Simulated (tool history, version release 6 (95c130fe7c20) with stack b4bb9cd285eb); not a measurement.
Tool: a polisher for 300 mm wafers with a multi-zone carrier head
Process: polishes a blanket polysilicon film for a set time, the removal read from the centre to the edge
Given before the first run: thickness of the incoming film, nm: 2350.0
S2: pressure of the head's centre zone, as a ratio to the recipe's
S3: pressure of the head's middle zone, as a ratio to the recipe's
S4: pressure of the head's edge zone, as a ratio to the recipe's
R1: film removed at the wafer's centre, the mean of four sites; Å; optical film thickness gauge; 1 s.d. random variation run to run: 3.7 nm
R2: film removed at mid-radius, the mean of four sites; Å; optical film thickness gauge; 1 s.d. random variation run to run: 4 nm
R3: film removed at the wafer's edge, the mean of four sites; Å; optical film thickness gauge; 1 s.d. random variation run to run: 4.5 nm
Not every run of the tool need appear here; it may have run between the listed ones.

Run 1, hour 0: flow of slurry (ml/min) 135, S2 1, S3 1, S4 1, polishing time (s) 59. Result: R1 4889.7 Å, R2 4757.5 Å, R3 4829.2 Å.
Run 2, hour 8.4: flow of slurry (ml/min) 135, S2 1, S3 1, S4 1, polishing time (s) 47. Result: R1 3830.8 Å, R2 3810.7 Å, R3 3842.2 Å.
Run 3, hour 10.8: flow of slurry (ml/min) 135, S2 1, S3 1, S4 0.93, polishing time (s) 47. Result: R1 3831.4 Å, R2 3851 Å, R3 3779.1 Å.
Run 4, hour 13: flow of slurry (ml/min) 130, S2 1, S3 0.98, S4 0.93, polishing time (s) 47. Result: R1 3848.8 Å, R2 3740.5 Å, R3 3784 Å.
Run 5, hour 21.7: flow of slurry (ml/min) 130, S2 1, S3 0.98, S4 0.93, polishing time (s) 33. Result: R1 2674.4 Å, R2 2640.2 Å, R3 2622.2 Å.
Run 6, hour 23.7: flow of slurry (ml/min) 135, S2 1, S3 0.97, S4 0.95, polishing time (s) 34. Result: R1 2834.7 Å, R2 2682.2 Å, R3 2717.6 Å.
Run 7, hour 31.9: flow of slurry (ml/min) 135, S2 1, S3 0.96, S4 0.97, polishing time (s) 36. Result: R1 2995 Å, R2 2771.3 Å, R3 2888.6 Å.

Run 8 has not been measured yet. What should we expect?
Run 8, hour 40.8: flow of slurry (ml/min) 140, S2 1, S3 0.96, S4 0.99, polishing time (s) 37. Result: R1 ?, R2 ?, R3 ?.

{"run 8": {"R1": 3083.6, "R2": 2907, "R3": 2996.4}}

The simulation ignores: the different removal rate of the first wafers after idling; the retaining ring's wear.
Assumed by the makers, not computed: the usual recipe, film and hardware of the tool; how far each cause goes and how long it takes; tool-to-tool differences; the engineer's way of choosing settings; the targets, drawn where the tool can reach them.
